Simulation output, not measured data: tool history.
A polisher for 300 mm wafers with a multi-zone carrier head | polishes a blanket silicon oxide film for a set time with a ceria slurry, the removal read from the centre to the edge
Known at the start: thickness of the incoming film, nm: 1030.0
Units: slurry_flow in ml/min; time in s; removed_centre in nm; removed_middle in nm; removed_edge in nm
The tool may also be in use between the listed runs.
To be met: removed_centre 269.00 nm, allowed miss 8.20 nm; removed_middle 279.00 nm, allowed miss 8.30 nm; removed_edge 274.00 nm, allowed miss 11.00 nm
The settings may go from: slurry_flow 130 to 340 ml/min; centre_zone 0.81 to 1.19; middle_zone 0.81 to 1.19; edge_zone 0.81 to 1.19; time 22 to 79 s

{"run": 1, "day": 0.0, "slurry_flow": 220, "centre_zone": 1.0, "middle_zone": 1.0, "edge_zone": 1.0, "time": 50, "removed_centre": 200.87, "removed_middle": 202.64, "removed_edge": 208.0}
{"run": 2, "day": 0.204, "slurry_flow": 230, "centre_zone": 1.02, "middle_zone": 1.03, "edge_zone": 1.04, "time": 52, "removed_centre": 212.68, "removed_middle": 220.31, "removed_edge": 222.46}
{"run": 3, "day": 0.279, "slurry_flow": 240, "centre_zone": 1.05, "middle_zone": 1.05, "edge_zone": 1.07, "time": 54, "removed_centre": 230.42, "removed_middle": 233.26, "removed_edge": 228.75}
{"run": 4, "day": 0.571, "slurry_flow": 240, "centre_zone": 1.05, "middle_zone": 1.05, "edge_zone": 1.07, "time": 59, "removed_centre": 249.06, "removed_middle": 254.04, "removed_edge": 254.12}
{"run": 5, "day": 0.917, "slurry_flow": 250, "centre_zone": 1.05, "middle_zone": 1.06, "edge_zone": 1.09, "time": 60, "removed_centre": 261.0, "removed_middle": 261.42, "removed_edge": 261.01}
{"run": 6, "day": 1.288, "slurry_flow": 250, "centre_zone": 1.05, "middle_zone": 0.97, "edge_zone": 1.09, "time": 60, "removed_centre": 257.9, "removed_middle": 246.85, "removed_edge": 258.59}
{"run": 7, "day": 1.521, "slurry_flow": 260, "centre_zone": 1.05, "middle_zone": 1.0, "edge_zone": 1.1, "time": 60, "removed_centre": 258.76, "removed_middle": 252.49, "removed_edge": 264.47}
{"run": 8, "day": 1.812, "slurry_flow": 265, "centre_zone": 1.05, "middle_zone": 1.03, "edge_zone": 1.1, "time": 60, "removed_centre": 267.39, "removed_middle": 260.71, "removed_edge": 262.52}
{"run": 9, "day": 1.971, "slurry_flow": 265, "centre_zone": 1.04, "middle_zone": 1.04, "edge_zone": 1.11, "time": 60, "removed_centre": 259.03, "removed_middle": 260.05, "removed_edge": 270.07}
{"run": 10, "day": 2.05, "slurry_flow": 270, "centre_zone": 1.04, "middle_zone": 1.06, "edge_zone": 1.11, "time": 60, "removed_centre": 261.86, "removed_middle": 268.63, "removed_edge": 262.01}

5 next moves are on the table. One of them brings every result within its allowed miss. Which?
{"run": "A", "day": 2.129, "slurry_flow": 245, "centre_zone": 1.09, "middle_zone": 1.12, "edge_zone": 1.13, "time": 57, "removed_centre": "?", "removed_middle": "?", "removed_edge": "?"}
{"run": "B", "day": 2.129, "slurry_flow": 180, "centre_zone": 1.07, "middle_zone": 1.09, "edge_zone": 1.07, "time": 66, "removed_centre": "?", "removed_middle": "?", "removed_edge": "?"}
{"run": "C", "day": 2.129, "slurry_flow": 255, "centre_zone": 1.09, "middle_zone": 1.15, "edge_zone": 0.99, "time": 62, "removed_centre": "?", "removed_middle": "?", "removed_edge": "?"}
{"run": "D", "day": 2.129, "slurry_flow": 340, "centre_zone": 1.1, "middle_zone": 1.16, "edge_zone": 1.07, "time": 53, "removed_centre": "?", "removed_middle": "?", "removed_edge": "?"}
{"run": "E", "day": 2.129, "slurry_flow": 240, "centre_zone": 1.07, "middle_zone": 1.01, "edge_zone": 1.19, "time": 62, "removed_centre": "?", "removed_middle": "?", "removed_edge": "?"}

move=A removed_centre=253.48 removed_middle=260.01 removed_edge=249.59
move=B removed_centre=268.40 removed_middle=276.48 removed_edge=269.70
move=C removed_centre=277.89 removed_middle=291.35 removed_edge=256.80
move=D removed_centre=251.23 removed_middle=261.55 removed_edge=234.36
move=E removed_centre=269.32 removed_middle=258.05 removed_edge=277.94
A: further off than the last run
B: meets every target
C: takes the result that was furthest off past its target
D: further off than the last run
E: further off than the last run
The right move is B.

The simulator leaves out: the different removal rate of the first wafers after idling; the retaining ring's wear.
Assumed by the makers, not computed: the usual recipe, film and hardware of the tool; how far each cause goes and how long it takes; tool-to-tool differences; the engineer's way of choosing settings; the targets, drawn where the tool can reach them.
